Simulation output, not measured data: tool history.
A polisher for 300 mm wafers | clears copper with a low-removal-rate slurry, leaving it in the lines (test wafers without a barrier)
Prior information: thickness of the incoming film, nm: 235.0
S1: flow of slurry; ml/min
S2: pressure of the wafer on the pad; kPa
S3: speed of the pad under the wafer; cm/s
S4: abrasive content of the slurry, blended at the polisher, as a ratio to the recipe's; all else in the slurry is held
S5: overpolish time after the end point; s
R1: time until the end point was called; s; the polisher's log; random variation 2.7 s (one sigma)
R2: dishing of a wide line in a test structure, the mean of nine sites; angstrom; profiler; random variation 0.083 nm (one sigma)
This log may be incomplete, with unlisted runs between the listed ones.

run 1 hour=0.0 | S1=260 S2=15.2 S3=118 S4=1.00 S5=22 | R1=79.989 R2=401.60
run 2 hour=9.0 | S1=250 S2=13.1 S3=106 S4=0.95 S5=18 | R1=105.590 R2=277.02
run 3 hour=17.0 | S1=250 S2=13.1 S3=106 S4=0.95 S5=26 | R1=107.440 R2=378.41
run 4 hour=18.4 | S1=290 S2=11.7 S3=94 S4=1.00 S5=21 | R1=127.970 R2=265.16
run 5 hour=24.8 | S1=320 S2=10.3 S3=84 S4=1.10 S5=18 | R1=148.740 R2=196.27
run 6 hour=26.9 | S1=320 S2=10.3 S3=84 S4=0.95 S5=18 | R1=155.090 R2=195.10
run 7 hour=30.5 | S1=340 S2=9.7 S3=78 S4=1.10 S5=15 | R1=169.760 R2=148.25
run 8 hour=32.6 | S1=355 S2=9.7 S3=72 S4=1.20 S5=13 | R1=176.790 R2=125.69
run 9 hour=41.4 | S1=360 S2=9.7 S3=68 S4=1.25 S5=12 | R1=181.570 R2=111.46
run 10 hour=47.8 | S1=360 S2=9.7 S3=66 S4=1.30 S5=11 | R1=184.550 R2=100.99

What does the tool deliver on the next run?
run 11 hour=52.1 | S1=360 S2=9.7 S3=66 S4=1.35 S5=11 | R1=? R2=?

R1: 184.640 s
R2: 103.63 angstrom
